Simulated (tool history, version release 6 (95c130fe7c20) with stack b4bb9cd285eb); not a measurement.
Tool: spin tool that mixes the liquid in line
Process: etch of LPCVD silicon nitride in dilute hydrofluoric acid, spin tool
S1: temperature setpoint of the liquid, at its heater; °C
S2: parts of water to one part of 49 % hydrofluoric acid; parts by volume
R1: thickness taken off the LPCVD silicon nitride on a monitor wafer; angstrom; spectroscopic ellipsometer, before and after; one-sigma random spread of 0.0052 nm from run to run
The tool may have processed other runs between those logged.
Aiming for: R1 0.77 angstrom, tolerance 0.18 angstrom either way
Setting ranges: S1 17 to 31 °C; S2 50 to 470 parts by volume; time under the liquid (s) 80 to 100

Run 1, day 0: S1 23 °C, S2 260 parts by volume, time under the liquid (s) 100. Result: R1 1.9606 angstrom.
Run 2, day 0.054: S1 22 °C, S2 310 parts by volume, time under the liquid (s) 95. Result: R1 1.4547 angstrom.
Run 3, day 0.342: S1 25 °C, S2 310 parts by volume, time under the liquid (s) 95. Result: R1 1.728 angstrom.
Run 4, day 0.421: S1 25 °C, S2 310 parts by volume, time under the liquid (s) 80. Result: R1 1.359 angstrom.
Run 5, day 0.596: S1 24.5 °C, S2 350 parts by volume, time under the liquid (s) 80. Result: R1 1.1834 angstrom.
Run 6, day 0.696: S1 24.5 °C, S2 350 parts by volume, time under the liquid (s) 100. Result: R1 1.3908 angstrom.
Run 7, day 1.067: S1 24 °C, S2 380 parts by volume, time under the liquid (s) 95. Result: R1 1.2861 angstrom.
Run 8, day 1.271: S1 23 °C, S2 410 parts by volume, time under the liquid (s) 90. Result: R1 1.0868 angstrom.

Of the 4 settings listed for the next run, only one would bring every result within its allowed miss of target. Which one?
Run A, day 1.475: S1 25 °C, S2 330 parts by volume, time under the liquid (s) 100. Result: R1 ?.
Run B, day 1.475: S1 23.5 °C, S2 360 parts by volume, time under the liquid (s) 100. Result: R1 ?.
Run C, day 1.475: S1 22 °C, S2 390 parts by volume, time under the liquid (s) 100. Result: R1 ?.
Run D, day 1.475: S1 21.5 °C, S2 420 parts by volume, time under the liquid (s) 80. Result: R1 ?.

move       R1
   A   1.5587
   B   1.3068
   C   1.1034
   D  0.79675
A: lands further from the targets than the last run did
B: lands further from the targets than the last run did
C: lands further from the targets than the last run did
D: every result within its allowed miss
Move D is the one to make.
